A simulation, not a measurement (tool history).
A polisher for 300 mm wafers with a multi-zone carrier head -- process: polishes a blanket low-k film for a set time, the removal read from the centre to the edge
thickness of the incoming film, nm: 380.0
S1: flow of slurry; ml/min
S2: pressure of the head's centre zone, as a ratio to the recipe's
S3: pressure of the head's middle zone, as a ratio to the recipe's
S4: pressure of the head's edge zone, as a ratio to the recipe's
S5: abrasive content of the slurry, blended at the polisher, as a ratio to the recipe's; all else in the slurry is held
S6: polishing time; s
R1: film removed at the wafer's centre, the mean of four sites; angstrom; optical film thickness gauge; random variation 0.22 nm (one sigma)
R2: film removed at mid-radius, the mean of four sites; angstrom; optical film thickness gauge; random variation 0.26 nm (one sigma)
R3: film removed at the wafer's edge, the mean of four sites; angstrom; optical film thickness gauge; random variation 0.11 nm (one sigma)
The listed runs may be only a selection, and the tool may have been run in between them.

run	hour	S1	S2	S3	S4	S5	S6	R1	R2	R3
1	0.0	190	1.00	1.00	1.00	1.00	68	343.62	343.59	336.34
2	2.8	190	1.00	0.93	1.00	1.00	68	352.53	327.09	338.37
3	6.8	190	1.00	0.93	1.08	1.00	68	338.89	321.35	348.45
4	8.9	185	0.98	0.94	1.03	0.85	60	275.66	260.16	277.49
5	13.9	180	0.96	0.96	0.99	0.75	56	241.92	233.53	233.50
6	17.2	170	0.93	0.95	0.97	0.70	55	215.41	214.36	218.68
7	25.9	165	0.92	0.95	0.93	0.65	54	199.57	199.63	199.11
8	27.1	160	0.91	0.94	0.90	0.60	54	184.41	185.24	184.51

Run 9, settings as shown, results not yet in. Your forecast:
9	31.3	155	0.91	0.94	0.88	0.60	54	?	?	?

R1: 182.84 angstrom
R2: 181.76 angstrom
R3: 183.20 angstrom
